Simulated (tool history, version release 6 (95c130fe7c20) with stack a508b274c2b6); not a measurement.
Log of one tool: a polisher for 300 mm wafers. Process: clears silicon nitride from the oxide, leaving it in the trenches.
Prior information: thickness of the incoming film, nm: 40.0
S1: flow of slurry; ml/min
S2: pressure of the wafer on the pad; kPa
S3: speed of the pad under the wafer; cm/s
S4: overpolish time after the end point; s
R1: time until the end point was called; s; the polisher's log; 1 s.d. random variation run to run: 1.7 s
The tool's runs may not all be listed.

run  hour   S1    S2  S3  S4      R1
  1   0.0  220  13.1  80  10  84.373
  2   7.1  220  13.1  80   8  85.007
  3   8.7  220  15.2  80   8  73.783
  4  11.5  220  13.8  80   8  82.029
  5  12.3  220  12.4  80   8  89.965
  6  15.5  220  12.4  80   8  90.154
  7  18.5  220  11.7  80   8  94.356

The next listed run, before its measurement:
  8  27.5  220  7.6  78   8   ?

R1: 149.830 s
